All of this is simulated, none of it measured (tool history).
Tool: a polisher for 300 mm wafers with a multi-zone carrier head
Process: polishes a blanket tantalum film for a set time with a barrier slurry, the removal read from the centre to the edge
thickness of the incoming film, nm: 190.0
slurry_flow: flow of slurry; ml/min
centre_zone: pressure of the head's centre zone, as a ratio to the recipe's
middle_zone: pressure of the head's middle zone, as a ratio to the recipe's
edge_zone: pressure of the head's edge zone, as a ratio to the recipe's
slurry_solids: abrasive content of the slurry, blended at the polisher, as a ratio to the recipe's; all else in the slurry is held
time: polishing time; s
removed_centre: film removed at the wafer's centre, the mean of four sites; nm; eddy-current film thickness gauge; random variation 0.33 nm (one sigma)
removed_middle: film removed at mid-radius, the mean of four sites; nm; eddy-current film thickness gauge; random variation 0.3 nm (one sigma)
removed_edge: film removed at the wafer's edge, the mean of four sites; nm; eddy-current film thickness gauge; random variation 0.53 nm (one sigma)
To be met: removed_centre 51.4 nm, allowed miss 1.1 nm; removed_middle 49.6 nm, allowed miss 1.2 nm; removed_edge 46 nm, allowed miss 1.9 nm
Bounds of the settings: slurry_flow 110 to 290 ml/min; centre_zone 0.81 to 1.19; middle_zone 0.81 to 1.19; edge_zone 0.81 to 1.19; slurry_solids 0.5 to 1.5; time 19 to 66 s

run  hour  slurry_flow  centre_zone  middle_zone  edge_zone  slurry_solids  time  removed_centre  removed_middle  removed_edge
  1     0          185            1            1          1              1    42          65.871          64.334        64.152
  2   4.7          160            1            1          1              1    42          64.775          63.447        64.074
  3   5.3          185         0.99         0.99       0.96            0.9    41          61.573          60.165         59.13
  4   9.8          185         0.99         0.99       0.96            0.7    41          55.179          54.298        54.376
  5  12.9          180         0.99         0.99       0.93           0.65    41          53.216          52.287        51.131
  6  16.5          180         0.94         0.99       0.93           0.65    41          51.247          52.729          51.5
  7  21.7          160         1.01         0.98       0.83           0.55    41           49.08          46.754        43.239
  8    24          160         1.01         0.98       0.83           0.55    41          48.998          46.945        44.194
  9  28.1          170         1.01         0.98       0.83           0.55    41          49.498          47.423        44.178
 10  29.2          175         1.01         0.98       0.83           0.55    41          49.729          47.659        44.434

Which of these 4 next moves meets every target?
  A  30.3          250         1.05         1.04        0.9           0.55    36               ?               ?             ?
  B  30.3          145         1.06         1.09       0.82           0.75    35               ?               ?             ?
  C  30.3          150         0.93         0.89       0.83            0.5    45               ?               ?             ?
  D  30.3          240         1.05         1.05        0.9            0.5    42               ?               ?             ?

move  removed_centre  removed_middle  removed_edge
   A           46.53          45.724        42.339
   B          49.979          51.067        44.189
   C          47.153          44.899        46.383
   D          51.001          50.544        46.462
A: further off than the last run
B: takes the result that was furthest off past its target
C: further off than the last run
D: meets every target
Answer: D

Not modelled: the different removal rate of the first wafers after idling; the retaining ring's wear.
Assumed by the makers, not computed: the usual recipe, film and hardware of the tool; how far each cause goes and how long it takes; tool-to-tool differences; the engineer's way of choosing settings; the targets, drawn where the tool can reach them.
